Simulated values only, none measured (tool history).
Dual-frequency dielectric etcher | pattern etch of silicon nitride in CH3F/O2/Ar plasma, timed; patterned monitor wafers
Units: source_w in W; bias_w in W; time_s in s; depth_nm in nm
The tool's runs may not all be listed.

Run 1, hour 0.0: source_w 390 W, bias_w 80 W, time_s 72.5 s. Result: depth_nm 48.649 nm.
Run 2, hour 3.2: source_w 390 W, bias_w 80 W, time_s 72.5 s. Result: depth_nm 48.689 nm.
Run 3, hour 9.0: source_w 350 W, bias_w 76 W, time_s 72.5 s. Result: depth_nm 46.000 nm.
Run 4, hour 15.7: source_w 350 W, bias_w 70 W, time_s 72.5 s. Result: depth_nm 44.878 nm.
At hour 16.5: bias power generator calibrated.
Run 5, hour 16.5: source_w 410 W, bias_w 70 W, time_s 72.5 s. Result: depth_nm 47.983 nm.
Run 6, hour 24.8: source_w 410 W, bias_w 70 W, time_s 72.5 s. Result: depth_nm 47.667 nm.
Run 7, hour 32.7: source_w 360 W, bias_w 68 W, time_s 72.5 s. Result: depth_nm 44.667 nm.

Forecast run 8:
Run 8, hour 39.8: source_w 330 W, bias_w 67 W, time_s 72.5 s. Result: depth_nm ?.

depth_nm: 42.513 nm
